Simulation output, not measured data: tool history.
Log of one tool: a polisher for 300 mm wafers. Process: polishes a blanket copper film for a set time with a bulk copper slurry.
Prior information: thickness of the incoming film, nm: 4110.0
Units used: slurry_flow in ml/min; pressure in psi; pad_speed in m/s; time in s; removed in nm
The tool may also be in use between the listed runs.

run	hour	slurry_flow	pressure	pad_speed	slurry_solids	time	removed
1	0.0	300	2.3	0.86	1.0	93	692.75
2	5.4	305	2.5	0.86	1.0	93	734.67
3	10.6	305	2.7	0.86	1.0	93	770.75
4	19.6	305	2.9	0.86	1.0	93	810.47
5	23.8	310	3.0	0.86	1.0	93	837.98
6	27.7	310	3.1	0.86	1.0	93	855.09
7	30.9	310	3.2	0.86	1.0	93	873.27

What does the tool deliver on the next run?
8	34.1	310	3.3	0.86	1.0	93	?

{"run 8": {"removed": 906.77}}
